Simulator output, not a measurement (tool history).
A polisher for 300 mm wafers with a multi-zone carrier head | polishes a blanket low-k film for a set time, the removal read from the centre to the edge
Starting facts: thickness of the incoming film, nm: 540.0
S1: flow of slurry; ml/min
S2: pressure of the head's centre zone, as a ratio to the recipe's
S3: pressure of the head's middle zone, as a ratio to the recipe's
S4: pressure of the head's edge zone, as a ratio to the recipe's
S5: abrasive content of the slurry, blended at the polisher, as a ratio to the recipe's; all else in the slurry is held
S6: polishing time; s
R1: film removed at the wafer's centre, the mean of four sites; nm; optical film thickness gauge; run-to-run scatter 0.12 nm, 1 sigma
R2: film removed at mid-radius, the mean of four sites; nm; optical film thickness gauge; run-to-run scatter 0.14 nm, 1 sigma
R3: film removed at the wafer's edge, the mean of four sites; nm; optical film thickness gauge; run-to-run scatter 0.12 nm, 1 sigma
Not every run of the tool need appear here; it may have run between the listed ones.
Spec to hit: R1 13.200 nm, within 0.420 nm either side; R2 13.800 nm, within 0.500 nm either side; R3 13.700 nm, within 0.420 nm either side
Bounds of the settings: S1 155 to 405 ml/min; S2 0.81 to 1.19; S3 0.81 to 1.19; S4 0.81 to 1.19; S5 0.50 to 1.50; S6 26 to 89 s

run,hour,S1,S2,S3,S4,S5,S6,R1,R2,R3
1,0.0,260,1.00,1.00,1.00,1.00,57,16.751,16.222,16.554
2,8.3,305,1.00,1.00,1.00,1.00,57,17.226,16.721,16.570
3,12.4,305,0.97,0.98,0.97,0.95,57,16.467,15.982,15.954
4,14.6,305,0.97,0.98,0.97,0.95,63,17.872,17.965,17.776
5,22.6,305,0.97,0.98,0.97,0.95,70,20.090,19.621,19.743
6,24.1,305,0.94,0.96,0.95,0.85,68,17.881,17.903,18.322
7,29.1,320,0.93,0.96,0.93,0.75,66,16.509,16.690,16.443
8,33.9,315,0.91,0.95,0.91,0.70,66,15.768,15.953,15.893
9,35.4,310,0.89,0.94,0.89,0.65,66,14.611,15.317,15.185
10,37.0,290,0.89,0.93,0.87,0.65,66,14.653,15.079,15.179
11,43.1,290,0.88,0.93,0.86,0.60,66,13.801,14.527,14.631
12,48.6,290,0.88,0.93,0.86,0.60,66,14.048,14.445,14.411
13,54.8,280,0.87,0.93,0.85,0.60,66,13.489,14.829,14.393
14,61.0,280,0.87,0.92,0.84,0.60,66,13.769,14.365,14.155

4 next moves are on the table. One of them brings every result within its allowed miss. Which?
A,67.2,295,0.84,0.89,0.81,0.75,59,?,?,?
B,67.2,355,0.87,0.90,0.81,0.65,64,?,?,?
C,67.2,250,0.83,0.84,0.94,0.85,59,?,?,?
D,67.2,310,0.87,0.89,0.90,0.60,66,?,?,?

move,R1,R2,R3
A,13.243,13.934,13.896
B,14.245,14.572,14.339
C,13.507,13.747,15.464
D,13.972,14.178,14.809
A: in spec on every target
B: further off than the last run
C: brings the last run's worst result on target, with another outside its allowed miss
D: further off than the last run
Move A is the one to make.
